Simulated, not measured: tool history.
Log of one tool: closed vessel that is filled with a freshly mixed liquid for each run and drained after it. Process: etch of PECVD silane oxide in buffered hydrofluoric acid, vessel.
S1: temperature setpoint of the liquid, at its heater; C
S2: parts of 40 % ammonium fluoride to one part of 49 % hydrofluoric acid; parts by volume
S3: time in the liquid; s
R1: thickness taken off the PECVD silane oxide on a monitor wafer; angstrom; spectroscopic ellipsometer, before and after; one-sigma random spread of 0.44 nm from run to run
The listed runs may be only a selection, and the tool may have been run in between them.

run 1 hour=0 | S1=22 S2=19 S3=95 | R1=2205.4
run 2 hour=5 | S1=22 S2=22.5 S3=95 | R1=1934.5
run 3 hour=11 | S1=22 S2=24.5 S3=95 | R1=1823.2
run 4 hour=18.9 | S1=21 S2=24.5 S3=95 | R1=1738.4
run 5 hour=26.7 | S1=20 S2=24.5 S3=95 | R1=1632.4
run 6 hour=35.9 | S1=19.5 S2=24.5 S3=95 | R1=1587.4
run 7 hour=43.3 | S1=19 S2=24.5 S3=95 | R1=1537.3

Predict the results of run 8:
run 8 hour=49.6 | S1=18.5 S2=24.5 S3=95 | R1=?

{"run 8": {"R1": 1492.6}}
